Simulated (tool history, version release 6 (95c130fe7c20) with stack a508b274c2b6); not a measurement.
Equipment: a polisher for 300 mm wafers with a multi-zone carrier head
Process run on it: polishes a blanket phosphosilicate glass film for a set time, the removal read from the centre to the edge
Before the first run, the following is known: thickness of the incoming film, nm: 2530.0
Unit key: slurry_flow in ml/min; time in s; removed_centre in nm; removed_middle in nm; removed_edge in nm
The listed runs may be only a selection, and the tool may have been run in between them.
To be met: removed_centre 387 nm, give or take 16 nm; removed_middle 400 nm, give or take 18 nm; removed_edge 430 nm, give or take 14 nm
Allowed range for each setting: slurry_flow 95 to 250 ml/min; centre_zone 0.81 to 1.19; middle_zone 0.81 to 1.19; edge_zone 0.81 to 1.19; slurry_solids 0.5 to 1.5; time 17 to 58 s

{"run": 1, "day": 0.0, "slurry_flow": 160, "centre_zone": 1, "middle_zone": 1, "edge_zone": 1, "slurry_solids": 1, "time": 37, "removed_centre": 293.15, "removed_middle": 279.01, "removed_edge": 288.98}
{"run": 2, "day": 0.371, "slurry_flow": 160, "centre_zone": 1, "middle_zone": 1, "edge_zone": 1, "slurry_solids": 1, "time": 28, "removed_centre": 220.17, "removed_middle": 215.74, "removed_edge": 222.36}
{"run": 3, "day": 0.542, "slurry_flow": 165, "centre_zone": 0.99, "middle_zone": 1.01, "edge_zone": 1.03, "slurry_solids": 1.1, "time": 30, "removed_centre": 241.36, "removed_middle": 240.69, "removed_edge": 248.29}
{"run": 4, "day": 0.683, "slurry_flow": 185, "centre_zone": 0.99, "middle_zone": 1.01, "edge_zone": 1.03, "slurry_solids": 1.1, "time": 30, "removed_centre": 243.93, "removed_middle": 246.08, "removed_edge": 247.66}
{"run": 5, "day": 0.946, "slurry_flow": 180, "centre_zone": 0.98, "middle_zone": 1.01, "edge_zone": 1.05, "slurry_solids": 1.2, "time": 33, "removed_centre": 267.74, "removed_middle": 273.75, "removed_edge": 286.85}
{"run": 6, "day": 1.117, "slurry_flow": 175, "centre_zone": 0.99, "middle_zone": 1.02, "edge_zone": 1.06, "slurry_solids": 1.25, "time": 35, "removed_centre": 300.52, "removed_middle": 295.44, "removed_edge": 304.81}
{"run": 7, "day": 1.246, "slurry_flow": 175, "centre_zone": 0.98, "middle_zone": 1.02, "edge_zone": 1.08, "slurry_solids": 1.3, "time": 37, "removed_centre": 316.78, "removed_middle": 312.75, "removed_edge": 332.4}
{"day": 1.504, "done": "worn pad replaced by a new one"}
{"run": 8, "day": 1.504, "slurry_flow": 180, "centre_zone": 0.97, "middle_zone": 1.03, "edge_zone": 1.09, "slurry_solids": 1.35, "time": 38, "removed_centre": 369.12, "removed_middle": 380.5, "removed_edge": 394.99}
{"run": 9, "day": 1.542, "slurry_flow": 185, "centre_zone": 0.97, "middle_zone": 1.03, "edge_zone": 1.11, "slurry_solids": 1.35, "time": 38, "removed_centre": 365.58, "removed_middle": 376.03, "removed_edge": 406.58}
{"run": 10, "day": 1.708, "slurry_flow": 190, "centre_zone": 0.97, "middle_zone": 1.03, "edge_zone": 1.11, "slurry_solids": 1.35, "time": 38, "removed_centre": 372.24, "removed_middle": 394.58, "removed_edge": 407.39}
{"run": 11, "day": 1.742, "slurry_flow": 200, "centre_zone": 0.98, "middle_zone": 1, "edge_zone": 1.18, "slurry_solids": 1.4, "time": 38, "removed_centre": 387.21, "removed_middle": 376.34, "removed_edge": 427.49}
{"run": 12, "day": 1.862, "slurry_flow": 200, "centre_zone": 0.98, "middle_zone": 1, "edge_zone": 1.17, "slurry_solids": 1.4, "time": 38, "removed_centre": 392.75, "removed_middle": 370.95, "removed_edge": 419.47}
{"run": 13, "day": 2.071, "slurry_flow": 200, "centre_zone": 0.97, "middle_zone": 1, "edge_zone": 1.16, "slurry_solids": 1.4, "time": 38, "removed_centre": 377.91, "removed_middle": 382.52, "removed_edge": 424.59}

Which one of the following 5 next-run settings gets every result inside its allowed miss? There is exactly one.
{"run": "A", "day": 2.279, "slurry_flow": 200, "centre_zone": 0.96, "middle_zone": 1.03, "edge_zone": 1.16, "slurry_solids": 1.35, "time": 39, "removed_centre": "?", "removed_middle": "?", "removed_edge": "?"}
{"run": "B", "day": 2.279, "slurry_flow": 205, "centre_zone": 0.97, "middle_zone": 0.99, "edge_zone": 1.16, "slurry_solids": 1.45, "time": 36, "removed_centre": "?", "removed_middle": "?", "removed_edge": "?"}
{"run": "C", "day": 2.279, "slurry_flow": 160, "centre_zone": 0.95, "middle_zone": 0.96, "edge_zone": 1.16, "slurry_solids": 1.5, "time": 38, "removed_centre": "?", "removed_middle": "?", "removed_edge": "?"}
{"run": "D", "day": 2.279, "slurry_flow": 165, "centre_zone": 0.99, "middle_zone": 0.94, "edge_zone": 1.19, "slurry_solids": 1.5, "time": 37, "removed_centre": "?", "removed_middle": "?", "removed_edge": "?"}
{"run": "E", "day": 2.279, "slurry_flow": 175, "centre_zone": 1, "middle_zone": 0.95, "edge_zone": 1.15, "slurry_solids": 1.15, "time": 40, "removed_centre": "?", "removed_middle": "?", "removed_edge": "?"}

move=A removed_centre=380.66 removed_middle=397.3 removed_edge=426.48
move=B removed_centre=364.54 removed_middle=364.07 removed_edge=404
move=C removed_centre=364.68 removed_middle=364.24 removed_edge=419.15
move=D removed_centre=372.22 removed_middle=350.21 removed_edge=415.3
move=E removed_centre=376.96 removed_middle=353.78 removed_edge=407.38
A: each result inside its tolerance
B: its largest miss is bigger than the last run's
C: its largest miss is bigger than the last run's
D: its largest miss is bigger than the last run's
E: its largest miss is bigger than the last run's
Move A is the one to make.

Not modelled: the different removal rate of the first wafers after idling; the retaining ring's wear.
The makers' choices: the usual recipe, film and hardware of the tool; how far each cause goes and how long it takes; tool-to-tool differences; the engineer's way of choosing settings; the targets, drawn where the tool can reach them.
